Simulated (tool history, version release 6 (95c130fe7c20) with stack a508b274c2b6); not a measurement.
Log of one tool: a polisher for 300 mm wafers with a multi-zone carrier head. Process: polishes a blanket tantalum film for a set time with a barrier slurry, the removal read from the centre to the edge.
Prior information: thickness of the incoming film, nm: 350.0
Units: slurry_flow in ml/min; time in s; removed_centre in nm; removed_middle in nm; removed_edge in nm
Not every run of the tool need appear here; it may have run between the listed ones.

| run | hour | slurry_flow | centre_zone | middle_zone | edge_zone | slurry_solids | time | removed_centre | removed_middle | removed_edge |
|---|---|---|---|---|---|---|---|---|---|---|
| 1 | 0.0 | 145 | 1.00 | 1.00 | 1.00 | 1.00 | 59 | 62.625 | 59.820 | 59.339 |
| 2 | 7.6 | 140 | 0.98 | 1.01 | 1.01 | 1.00 | 59 | 60.754 | 61.848 | 59.415 |
| 3 | 14.9 | 135 | 0.96 | 1.00 | 1.02 | 1.00 | 59 | 59.418 | 60.330 | 60.603 |
| 4 | 20.4 | 130 | 0.94 | 1.01 | 1.02 | 1.00 | 59 | 57.993 | 60.220 | 59.679 |
| 5 | 28.0 | 130 | 0.94 | 0.93 | 1.02 | 1.00 | 59 | 58.069 | 55.623 | 59.222 |
| 6 | 33.1 | 130 | 0.94 | 0.93 | 1.09 | 1.00 | 59 | 56.825 | 56.108 | 62.427 |
| 7 | 41.5 | 125 | 0.92 | 0.95 | 1.09 | 1.00 | 59 | 55.588 | 57.463 | 62.094 |
| 8 | 45.0 | 120 | 0.91 | 0.96 | 1.09 | 1.00 | 59 | 55.746 | 56.885 | 62.013 |
| 9 | 50.5 | 125 | 0.90 | 0.98 | 1.09 | 0.95 | 59 | 53.918 | 57.698 | 61.333 |

Run 10 comes next. What will it give?
| 10 | 52.2 | 125 | 0.89 | 0.99 | 1.09 | 0.95 | 59 | ? | ? | ? |

Run 10 yielded removed_centre 52.876 nm, removed_middle 58.451 nm, removed_edge 59.412 nm.
